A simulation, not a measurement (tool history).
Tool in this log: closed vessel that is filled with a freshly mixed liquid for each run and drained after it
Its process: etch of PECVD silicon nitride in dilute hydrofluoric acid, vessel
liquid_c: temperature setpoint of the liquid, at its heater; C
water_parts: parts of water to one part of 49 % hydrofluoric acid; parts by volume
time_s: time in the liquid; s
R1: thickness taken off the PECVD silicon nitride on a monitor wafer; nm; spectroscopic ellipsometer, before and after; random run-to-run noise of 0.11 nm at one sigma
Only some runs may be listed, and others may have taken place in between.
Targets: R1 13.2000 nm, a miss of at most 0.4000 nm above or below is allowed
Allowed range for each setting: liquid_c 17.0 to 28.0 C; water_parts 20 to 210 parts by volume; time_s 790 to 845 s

Run 1, hour 0.0: liquid_c 20.0 C, water_parts 115 parts by volume, time_s 790 s. Result: R1 8.0997 nm.
Run 2, hour 5.3: liquid_c 20.0 C, water_parts 90 parts by volume, time_s 790 s. Result: R1 10.2930 nm.
Run 3, hour 6.3: liquid_c 18.0 C, water_parts 90 parts by volume, time_s 790 s. Result: R1 9.0016 nm.
Run 4, hour 14.8: liquid_c 18.0 C, water_parts 90 parts by volume, time_s 790 s. Result: R1 9.1867 nm.
Run 5, hour 22.2: liquid_c 19.0 C, water_parts 90 parts by volume, time_s 790 s. Result: R1 9.7962 nm.
Run 6, hour 27.2: liquid_c 19.0 C, water_parts 90 parts by volume, time_s 845 s. Result: R1 10.3050 nm.
Run 7, hour 28.8: liquid_c 19.5 C, water_parts 90 parts by volume, time_s 845 s. Result: R1 10.7680 nm.
Run 8, hour 30.1: liquid_c 20.0 C, water_parts 90 parts by volume, time_s 845 s. Result: R1 11.0290 nm.
Run 9, hour 38.3: liquid_c 20.5 C, water_parts 90 parts by volume, time_s 845 s. Result: R1 11.5040 nm.
Run 10, hour 46.0: liquid_c 21.0 C, water_parts 90 parts by volume, time_s 845 s. Result: R1 11.9310 nm.

Which single option among these 4 for the next run brings every result within its allowed miss of target? Just one does.
Run A, hour 53.7: liquid_c 25.0 C, water_parts 105 parts by volume, time_s 840 s. Result: R1 ?.
Run B, hour 53.7: liquid_c 20.5 C, water_parts 80 parts by volume, time_s 805 s. Result: R1 ?.
Run C, hour 53.7: liquid_c 17.5 C, water_parts 75 parts by volume, time_s 830 s. Result: R1 ?.
Run D, hour 53.7: liquid_c 18.0 C, water_parts 70 parts by volume, time_s 835 s. Result: R1 ?.

move       R1
   A  13.2950
   B  12.3250
   C  10.9940
   D  12.2480
A: all results in spec
B: gains on the last run, yet a result remains outside its allowed miss
C: moves away from the targets compared with the last run
D: gains on the last run, yet a result remains outside its allowed miss
The right move is A.
